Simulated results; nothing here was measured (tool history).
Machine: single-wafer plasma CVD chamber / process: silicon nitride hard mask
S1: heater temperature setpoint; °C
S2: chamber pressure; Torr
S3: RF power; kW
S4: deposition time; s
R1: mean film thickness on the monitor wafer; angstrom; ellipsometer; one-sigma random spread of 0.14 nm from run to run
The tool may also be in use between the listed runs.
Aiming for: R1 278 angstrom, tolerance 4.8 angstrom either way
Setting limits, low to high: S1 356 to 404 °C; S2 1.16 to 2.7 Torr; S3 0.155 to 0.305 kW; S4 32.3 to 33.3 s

run	day	S1	S2	S3	S4	R1
1	0	380	1.93	0.23	32.3	337.93
2	0.321	380	1.8	0.225	32.3	325.64
3	0.596	380	1.69	0.22	32.3	314.74
4	0.767	380	1.69	0.22	32.3	314.91
5	0.875	384	1.69	0.22	32.3	315.31
6	1.125	384	1.69	0.22	33.3	325.33
7	1.283	384	1.69	0.22	33.3	328.28
8	1.608	384	1.6	0.215	33.3	313.28
9	1.979	384	1.52	0.21	33.3	302.2
10	2.3	384	1.46	0.21	33.3	301.9
11	2.421	384	1.41	0.21	33.3	295.45
12	2.671	384	1.36	0.21	33.3	296.48

Consider the 5 candidate settings below. Which is the only one whose results all fall within their allowed miss of target?
A	2.921	391	1.37	0.215	32.3	?
B	2.921	394	1.77	0.215	33.3	?
C	2.921	384	1.21	0.215	33.3	?
D	2.921	383	1.27	0.21	33.3	?
E	2.921	382	1.7	0.185	33.3	?

move	R1
A	291.47
B	320.44
C	291.64
D	289.56
E	278.38
A: an improvement on the last run, though not all results are within tolerance
B: its largest miss is bigger than the last run's
C: an improvement on the last run, though not all results are within tolerance
D: an improvement on the last run, though not all results are within tolerance
E: each result inside its tolerance
E meets every target.

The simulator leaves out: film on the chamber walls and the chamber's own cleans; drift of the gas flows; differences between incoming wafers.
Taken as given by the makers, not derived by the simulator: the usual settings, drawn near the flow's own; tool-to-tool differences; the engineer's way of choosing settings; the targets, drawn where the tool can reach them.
